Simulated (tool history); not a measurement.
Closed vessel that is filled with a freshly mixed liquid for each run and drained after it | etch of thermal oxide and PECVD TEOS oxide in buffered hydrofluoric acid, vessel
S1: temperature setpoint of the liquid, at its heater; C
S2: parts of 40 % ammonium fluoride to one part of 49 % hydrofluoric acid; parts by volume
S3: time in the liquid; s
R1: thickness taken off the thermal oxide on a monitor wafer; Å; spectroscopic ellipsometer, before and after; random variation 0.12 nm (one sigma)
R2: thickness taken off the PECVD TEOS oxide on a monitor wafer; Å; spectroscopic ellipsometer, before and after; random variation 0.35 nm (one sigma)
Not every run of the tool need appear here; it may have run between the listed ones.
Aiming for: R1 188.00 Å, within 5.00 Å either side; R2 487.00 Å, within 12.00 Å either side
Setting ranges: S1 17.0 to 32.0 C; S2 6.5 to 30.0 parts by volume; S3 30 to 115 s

run   hour    S1    S2  S3      R1       R2
  1    0.0  25.0  19.5  60  347.55   901.64
  2    3.6  25.0  16.5  60  413.68  1068.80
  3    7.0  25.0  14.5  60  469.24  1206.30
  4   10.7  27.5  14.5  60  539.04  1382.00
  5   19.7  27.5  11.0  60  701.61  1812.80
  6   28.3  27.5  11.0  80  931.59  2442.20
  7   35.7  26.5  12.5  80  786.64  2036.60
  8   39.6  22.5  19.0  80  418.81  1080.40
  9   46.0  22.0  20.0  80  386.71  1001.70
 10   52.7  21.5  21.0  80  362.95   944.35
 11   61.6  21.0  22.0  80  345.33   883.27
 12   65.5  20.5  23.0  80  319.84   831.46
 13   68.6  20.0  24.0  80  304.50   789.96
 14   69.6  19.5  24.5  80  294.21   753.76
 15   74.1  19.0  25.0  80  278.72   728.92
 16   79.0  19.0  25.5  80  277.37   722.37
 17   81.7  19.0  26.0  80  272.89   702.78
 18   84.7  19.0  26.5  80  271.02   700.56
 19   90.8  19.0  27.0  80  263.92   683.83
 20   98.1  19.0  27.5  80  262.25   684.47
 21  104.4  18.0  29.0  75  222.68   583.26
 22  112.2  17.5  29.5  70  201.41   522.38
 23  116.4  17.0  30.0  70  194.50   499.47
 24  121.9  17.0  30.0  65  180.11   466.21

Which of these 4 next moves meets every target?
  A  127.4  17.0  22.5  60   ?   ?
  B  127.4  18.0  27.0  55   ?   ?
  C  127.4  17.0  21.0  50   ?   ?
  D  127.4  17.5  29.5  65   ?   ?

move      R1      R2
   A  202.92  528.35
   B  173.59  452.00
   C  177.36  461.81
   D  187.51  488.24
A: takes the result that was furthest off past its target
B: its largest miss is bigger than the last run's
C: its largest miss is bigger than the last run's
D: each result inside its tolerance
So the answer is move D, the one that meets all the targets.
